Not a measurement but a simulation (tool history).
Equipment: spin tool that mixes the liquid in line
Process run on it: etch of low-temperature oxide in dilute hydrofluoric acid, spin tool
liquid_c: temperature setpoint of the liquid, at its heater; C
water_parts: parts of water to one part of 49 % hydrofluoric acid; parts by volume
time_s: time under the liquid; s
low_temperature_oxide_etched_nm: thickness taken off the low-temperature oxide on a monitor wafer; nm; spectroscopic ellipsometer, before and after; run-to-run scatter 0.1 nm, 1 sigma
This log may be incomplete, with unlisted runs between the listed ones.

run,hour,liquid_c,water_parts,time_s,low_temperature_oxide_etched_nm
1,0,24,105,115,22.535
2,2.2,25,105,115,23.537
3,4.9,23.5,105,115,22.023
4,10,23.5,125,115,18.147
5,15.5,23.5,110,115,20.922
# hour 22: hydrofluoric acid flow meter replaced
6,22,24.5,110,115,24.775
7,23.4,25.5,110,115,25.773

For run 8, what comes out?
8,31,26,110,115,?

Run 8 measured low_temperature_oxide_etched_nm 26.466 nm.

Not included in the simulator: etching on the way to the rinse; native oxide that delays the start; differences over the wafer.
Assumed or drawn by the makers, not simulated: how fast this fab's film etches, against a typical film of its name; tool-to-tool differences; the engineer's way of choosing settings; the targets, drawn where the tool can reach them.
